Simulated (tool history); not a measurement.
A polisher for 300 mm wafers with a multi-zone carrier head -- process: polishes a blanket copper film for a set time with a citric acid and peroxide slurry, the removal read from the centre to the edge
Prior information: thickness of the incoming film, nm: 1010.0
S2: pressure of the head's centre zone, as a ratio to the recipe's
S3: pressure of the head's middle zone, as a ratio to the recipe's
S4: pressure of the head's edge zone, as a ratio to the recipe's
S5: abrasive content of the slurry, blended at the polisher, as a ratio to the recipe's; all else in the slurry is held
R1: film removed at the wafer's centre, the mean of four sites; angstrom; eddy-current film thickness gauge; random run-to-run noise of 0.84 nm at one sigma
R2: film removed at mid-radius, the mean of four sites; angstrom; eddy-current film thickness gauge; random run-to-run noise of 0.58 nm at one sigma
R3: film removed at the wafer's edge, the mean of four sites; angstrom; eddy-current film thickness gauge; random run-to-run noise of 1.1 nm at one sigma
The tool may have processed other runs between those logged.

Run 1, hour 0: flow of slurry (ml/min) 140, S2 1, S3 1, S4 1, S5 1, polishing time (s) 59. Result: R1 1316.5 angstrom, R2 1306.5 angstrom, R3 1264.4 angstrom.
Run 2, hour 5.9: flow of slurry (ml/min) 140, S2 1, S3 1.08, S4 1, S5 1, polishing time (s) 59. Result: R1 1318.2 angstrom, R2 1402 angstrom, R3 1265.2 angstrom.
Run 3, hour 8: flow of slurry (ml/min) 130, S2 0.98, S3 1.04, S4 1.01, S5 0.9, polishing time (s) 58. Result: R1 1220 angstrom, R2 1286.8 angstrom, R3 1216.4 angstrom.
Run 4, hour 17: flow of slurry (ml/min) 130, S2 0.98, S3 1.04, S4 1.07, S5 0.9, polishing time (s) 58. Result: R1 1253.5 angstrom, R2 1299.1 angstrom, R3 1259.8 angstrom.
Run 5, hour 24.1: flow of slurry (ml/min) 130, S2 0.98, S3 1.09, S4 1.07, S5 0.9, polishing time (s) 58. Result: R1 1221.4 angstrom, R2 1339.7 angstrom, R3 1234 angstrom.
Run 6, hour 32: flow of slurry (ml/min) 130, S2 0.98, S3 1.09, S4 1.07, S5 1.05, polishing time (s) 58. Result: R1 1251.5 angstrom, R2 1362.5 angstrom, R3 1257.5 angstrom.
Run 7, hour 36.2: flow of slurry (ml/min) 125, S2 0.96, S3 1.05, S4 1.07, S5 1, polishing time (s) 56. Result: R1 1151.1 angstrom, R2 1253.2 angstrom, R3 1220 angstrom.
Run 8, hour 41.3: flow of slurry (ml/min) 120, S2 0.95, S3 1.01, S4 1.06, S5 0.95, polishing time (s) 55. Result: R1 1132.8 angstrom, R2 1195.1 angstrom, R3 1163.5 angstrom.
Run 9, hour 48: flow of slurry (ml/min) 115, S2 0.93, S3 0.97, S4 1.08, S5 0.9, polishing time (s) 53. Result: R1 1026.4 angstrom, R2 1089.8 angstrom, R3 1138.1 angstrom.
Run 10, hour 56.1: flow of slurry (ml/min) 110, S2 0.93, S3 0.95, S4 1.08, S5 0.85, polishing time (s) 52. Result: R1 1020.6 angstrom, R2 1040 angstrom, R3 1097.1 angstrom.
Run 11, hour 57.3: flow of slurry (ml/min) 105, S2 0.92, S3 0.93, S4 1.08, S5 0.8, polishing time (s) 52. Result: R1 971.3 angstrom, R2 1018.1 angstrom, R3 1089.8 angstrom.
Run 12, hour 63.1: flow of slurry (ml/min) 105, S2 0.92, S3 0.91, S4 1.08, S5 0.75, polishing time (s) 51. Result: R1 939.31 angstrom, R2 959.16 angstrom, R3 1054 angstrom.
Run 13, hour 65.1: flow of slurry (ml/min) 105, S2 0.92, S3 0.89, S4 1.08, S5 0.7, polishing time (s) 51. Result: R1 915.76 angstrom, R2 935.15 angstrom, R3 1044.5 angstrom.

For run 14, what comes out?
Run 14, hour 68.6: flow of slurry (ml/min) 105, S2 0.92, S3 0.88, S4 1.08, S5 0.7, polishing time (s) 51. Result: R1 ?, R2 ?, R3 ?.

Run 14 measured R1 934.23 angstrom, R2 942.66 angstrom, R3 1039 angstrom.
